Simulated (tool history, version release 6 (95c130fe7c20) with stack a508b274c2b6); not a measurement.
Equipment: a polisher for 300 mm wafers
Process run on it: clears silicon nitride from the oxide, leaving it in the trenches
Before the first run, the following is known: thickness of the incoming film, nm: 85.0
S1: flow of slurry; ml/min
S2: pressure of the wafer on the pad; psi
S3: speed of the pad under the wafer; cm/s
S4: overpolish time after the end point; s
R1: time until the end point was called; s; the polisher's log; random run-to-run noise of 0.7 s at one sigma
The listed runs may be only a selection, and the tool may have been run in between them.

run    day   S1   S2   S3  S4      R1
  1      0  220  1.8  106  38  143.27
  2  0.371  220  1.8  106  40  144.41
  3  0.746  225    2  106  40  131.12
  4  0.983  225  2.2  108  40  118.75
  5    1.1  185  2.2  108  40     121
     1.454  -- slurry nozzle cleaned
  6  1.454  185  2.2  108  40  117.87

Run 7 is up next; what results do you expect?
  7  1.721  205  2.7  110  40   ?

R1: 94.95 s
